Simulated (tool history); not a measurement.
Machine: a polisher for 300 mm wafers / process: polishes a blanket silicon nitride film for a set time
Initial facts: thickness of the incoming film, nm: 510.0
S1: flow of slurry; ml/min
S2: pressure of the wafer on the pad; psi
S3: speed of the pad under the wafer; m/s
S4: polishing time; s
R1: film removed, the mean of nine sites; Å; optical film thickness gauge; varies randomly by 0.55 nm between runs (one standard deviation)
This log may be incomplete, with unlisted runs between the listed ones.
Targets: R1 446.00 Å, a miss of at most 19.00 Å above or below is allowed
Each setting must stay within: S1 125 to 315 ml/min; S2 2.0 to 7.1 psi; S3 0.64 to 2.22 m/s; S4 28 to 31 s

run    day   S1   S2    S3  S4      R1
  1  0.000  205  4.5  1.42  31  799.67
  2  0.175  250  4.5  1.42  31  825.33
  3  0.271  250  3.8  1.40  31  722.54
  4  0.488  245  3.3  1.34  31  640.06
  5  0.554  245  2.9  1.28  31  577.23
  6  0.796  205  2.9  1.28  31  563.93
  7  0.908  205  2.6  1.24  31  509.34
  8  1.121  200  2.4  1.24  31  491.62
  9  1.362  200  2.3  1.24  31  477.04
 10  1.612  200  2.3  1.24  31  485.48

4 next moves are on the table. One of them brings every result within its allowed miss. Which?
  A  1.862  230  3.1  1.06  30   ?
  B  1.862  180  2.3  1.56  28   ?
  C  1.862  175  2.2  1.68  29   ?
  D  1.862  210  2.5  1.22  28   ?

move      R1
   A  488.43
   B  508.11
   C  543.30
   D  446.11
A: misses by more than the last run did
B: misses by more than the last run did
C: misses by more than the last run did
D: hits every target within its allowed miss
Go with D: it meets all targets.
